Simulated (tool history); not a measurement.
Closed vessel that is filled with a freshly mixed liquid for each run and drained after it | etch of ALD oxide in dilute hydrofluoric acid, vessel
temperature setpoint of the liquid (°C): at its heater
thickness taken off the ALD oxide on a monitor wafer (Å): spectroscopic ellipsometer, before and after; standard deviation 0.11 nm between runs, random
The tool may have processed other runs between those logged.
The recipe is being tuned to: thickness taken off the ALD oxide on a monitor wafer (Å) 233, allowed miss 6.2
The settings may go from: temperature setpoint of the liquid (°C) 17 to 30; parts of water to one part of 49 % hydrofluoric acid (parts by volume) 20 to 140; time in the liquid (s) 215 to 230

run	day	temperature setpoint of the liquid (°C)	parts of water to one part of 49 % hydrofluoric acid (parts by volume)	time in the liquid (s)	thickness taken off the ALD oxide on a monitor wafer (Å)
1	0	22	75	215	532.68
2	0.333	20.5	75	215	496.9
3	0.596	20	85	215	426.41
4	0.808	20	75	215	487.22
5	0.883	20	85	215	425.66
6	0.992	20	85	215	426.61
7	1.317	19.5	90	215	392.68
8	1.533	19	95	215	362.04
9	1.896	17	125	215	245.67

Which single option among these 4 for the next run brings every result within its allowed miss of target? Just one does.
A	2.258	17	125	220	?
B	2.258	17	130	230	?
C	2.258	17	120	215	?
D	2.258	17	140	230	?

move	thickness taken off the ALD oxide on a monitor wafer (Å)
A	250.57
B	250.56
C	256.43
D	230.24
A: lands further from the targets than the last run did
B: lands further from the targets than the last run did
C: lands further from the targets than the last run did
D: meets every target
Answer: D
